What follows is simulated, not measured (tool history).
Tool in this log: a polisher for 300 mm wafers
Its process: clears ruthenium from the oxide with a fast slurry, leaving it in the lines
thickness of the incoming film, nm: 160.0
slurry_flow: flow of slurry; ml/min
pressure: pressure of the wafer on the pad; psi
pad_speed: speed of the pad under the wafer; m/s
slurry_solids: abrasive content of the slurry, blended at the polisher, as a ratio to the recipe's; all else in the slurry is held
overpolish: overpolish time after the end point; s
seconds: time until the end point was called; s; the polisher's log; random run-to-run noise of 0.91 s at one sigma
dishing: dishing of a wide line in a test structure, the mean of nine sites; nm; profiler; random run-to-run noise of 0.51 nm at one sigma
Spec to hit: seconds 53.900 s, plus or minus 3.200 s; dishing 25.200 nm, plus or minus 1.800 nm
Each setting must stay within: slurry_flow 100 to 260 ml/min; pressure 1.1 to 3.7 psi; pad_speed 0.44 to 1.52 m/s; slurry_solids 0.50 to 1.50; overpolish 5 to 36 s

{"run": 1, "hour": 0.0, "slurry_flow": 165, "pressure": 2.4, "pad_speed": 0.98, "slurry_solids": 1.0, "overpolish": 18, "seconds": 37.081, "dishing": 60.18}
{"run": 2, "hour": 3.8, "slurry_flow": 165, "pressure": 2.1, "pad_speed": 0.96, "slurry_solids": 1.0, "overpolish": 14, "seconds": 43.536, "dishing": 41.734}
{"run": 3, "hour": 11.2, "slurry_flow": 165, "pressure": 2.1, "pad_speed": 1.12, "slurry_solids": 1.0, "overpolish": 14, "seconds": 38.421, "dishing": 48.508}
{"run": 4, "hour": 20.0, "slurry_flow": 165, "pressure": 1.9, "pad_speed": 1.12, "slurry_solids": 1.0, "overpolish": 14, "seconds": 41.078, "dishing": 44.23}
{"run": 5, "hour": 28.6, "slurry_flow": 165, "pressure": 1.9, "pad_speed": 1.24, "slurry_solids": 1.0, "overpolish": 14, "seconds": 36.975, "dishing": 48.265}
{"run": 6, "hour": 35.8, "slurry_flow": 165, "pressure": 1.9, "pad_speed": 1.24, "slurry_solids": 1.0, "overpolish": 7, "seconds": 38.236, "dishing": 25.885}
{"run": 7, "hour": 38.7, "slurry_flow": 165, "pressure": 1.6, "pad_speed": 1.22, "slurry_solids": 1.0, "overpolish": 8, "seconds": 44.891, "dishing": 24.418}
{"run": 8, "hour": 40.1, "slurry_flow": 165, "pressure": 1.5, "pad_speed": 1.22, "slurry_solids": 1.0, "overpolish": 9, "seconds": 44.883, "dishing": 26.191}
{"run": 9, "hour": 43.5, "slurry_flow": 165, "pressure": 1.4, "pad_speed": 1.2, "slurry_solids": 1.0, "overpolish": 10, "seconds": 49.84, "dishing": 27.57}

Next run, 5 choices. One meets every target within its allowed miss, the rest don't. Which?
{"run": "A", "hour": 46.9, "slurry_flow": 160, "pressure": 1.1, "pad_speed": 1.16, "slurry_solids": 1.05, "overpolish": 9, "seconds": "?", "dishing": "?"}
{"run": "B", "hour": 46.9, "slurry_flow": 215, "pressure": 1.5, "pad_speed": 1.44, "slurry_solids": 0.7, "overpolish": 12, "seconds": "?", "dishing": "?"}
{"run": "C", "hour": 46.9, "slurry_flow": 145, "pressure": 1.3, "pad_speed": 1.12, "slurry_solids": 1.25, "overpolish": 11, "seconds": "?", "dishing": "?"}
{"run": "D", "hour": 46.9, "slurry_flow": 175, "pressure": 1.2, "pad_speed": 0.96, "slurry_solids": 1.1, "overpolish": 12, "seconds": "?", "dishing": "?"}
{"run": "E", "hour": 46.9, "slurry_flow": 170, "pressure": 1.4, "pad_speed": 1.08, "slurry_solids": 1.0, "overpolish": 10, "seconds": "?", "dishing": "?"}

move=A seconds=60.409 dishing=20.855
move=B seconds=51.438 dishing=31.892
move=C seconds=50.931 dishing=29.670
move=D seconds=63.617 dishing=26.112
move=E seconds=54.519 dishing=25.428
A: the result that was furthest off in the last run now lies on the other side of its target
B: further off than the last run
C: further off than the last run
D: gets the furthest-off result to its target, but another result is out of tolerance
E: in spec on every target
Go with E: it meets all targets.
